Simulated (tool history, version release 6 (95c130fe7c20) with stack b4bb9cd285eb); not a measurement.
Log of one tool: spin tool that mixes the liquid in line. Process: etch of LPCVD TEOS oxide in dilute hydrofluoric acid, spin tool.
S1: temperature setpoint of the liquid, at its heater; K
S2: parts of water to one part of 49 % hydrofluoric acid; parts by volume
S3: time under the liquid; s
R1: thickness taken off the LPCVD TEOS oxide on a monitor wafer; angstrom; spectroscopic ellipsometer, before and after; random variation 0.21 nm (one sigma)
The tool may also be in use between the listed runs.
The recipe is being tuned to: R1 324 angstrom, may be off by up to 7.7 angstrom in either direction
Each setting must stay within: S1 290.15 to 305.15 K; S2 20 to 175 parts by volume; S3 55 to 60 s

run 1 hour=0 | S1=297.15 S2=95 S3=55 | R1=138.35
run 2 hour=3.3 | S1=297.15 S2=95 S3=55 | R1=138.32
run 3 hour=5.8 | S1=298.15 S2=90 S3=55 | R1=151.33
run 4 hour=13.1 | S1=298.15 S2=60 S3=55 | R1=238.65
run 5 hour=17.1 | S1=298.15 S2=60 S3=60 | R1=260.05
run 6 hour=17.6 | S1=298.65 S2=60 S3=60 | R1=264.72
run 7 hour=21.2 | S1=299.15 S2=60 S3=60 | R1=268.62
-- hour=27.4 hydrofluoric acid flow meter replaced
run 8 hour=27.4 | S1=299.65 S2=60 S3=60 | R1=293.82
run 9 hour=30.3 | S1=300.65 S2=60 S3=60 | R1=300.88

5 next moves are on the table. One of them brings every result within its allowed miss. Which?
run A hour=33.2 | S1=302.65 S2=75 S3=60 | R1=?
run B hour=33.2 | S1=295.15 S2=40 S3=55 | R1=?
run C hour=33.2 | S1=299.15 S2=55 S3=55 | R1=?
run D hour=33.2 | S1=302.15 S2=65 S3=60 | R1=?
run E hour=33.2 | S1=302.15 S2=55 S3=55 | R1=?

move=A R1=260.15
move=B R1=346.65
move=C R1=291.45
move=D R1=298.75
move=E R1=328.46
A: lands further from the targets than the last run did
B: moves the result that the last run missed by most past its target, out the other side
C: lands further from the targets than the last run did
D: lands further from the targets than the last run did
E: in spec on every target
So the answer is move E, the one that meets all the targets.

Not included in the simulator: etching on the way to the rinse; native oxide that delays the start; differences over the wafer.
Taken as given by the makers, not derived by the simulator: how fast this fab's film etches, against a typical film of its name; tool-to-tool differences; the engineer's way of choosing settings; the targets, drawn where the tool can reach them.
